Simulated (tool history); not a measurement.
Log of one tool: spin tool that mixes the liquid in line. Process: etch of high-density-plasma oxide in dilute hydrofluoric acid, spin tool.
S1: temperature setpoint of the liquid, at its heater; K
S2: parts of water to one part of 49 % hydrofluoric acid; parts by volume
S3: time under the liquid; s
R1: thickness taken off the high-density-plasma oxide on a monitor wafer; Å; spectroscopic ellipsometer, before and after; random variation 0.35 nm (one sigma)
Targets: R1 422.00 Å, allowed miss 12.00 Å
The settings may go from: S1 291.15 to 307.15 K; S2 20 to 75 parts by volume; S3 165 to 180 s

| run | day | S1 | S2 | S3 | R1 |
|---|---|---|---|---|---|
| 1 | 0.000 | 299.15 | 45 | 165 | 217.63 |
| 2 | 0.162 | 300.15 | 45 | 165 | 228.27 |
| 3 | 0.271 | 300.15 | 45 | 165 | 225.94 |
| 4 | 0.617 | 300.15 | 45 | 165 | 230.17 |
| 5 | 0.833 | 298.15 | 45 | 165 | 208.61 |
| 6 | 1.133 | 299.15 | 45 | 165 | 217.21 |
| 7 | 1.225 | 300.15 | 45 | 165 | 228.04 |
| 8 | 1.450 | 301.15 | 45 | 165 | 235.40 |

Which of these 5 next moves meets every target?
| A | 1.675 | 304.65 | 30 | 180 | ? |
| B | 1.675 | 303.65 | 30 | 180 | ? |
| C | 1.675 | 298.15 | 25 | 180 | ? |
| D | 1.675 | 301.65 | 30 | 180 | ? |
| E | 1.675 | 300.15 | 25 | 180 | ? |

| move | R1 |
|---|---|
| A | 459.52 |
| B | 441.63 |
| C | 426.61 |
| D | 407.53 |
| E | 463.46 |
A: takes the result that was furthest off past its target
B: takes the result that was furthest off past its target
C: meets every target
D: nearer than the last run, and not there yet
E: takes the result that was furthest off past its target
Move C is the one to make.
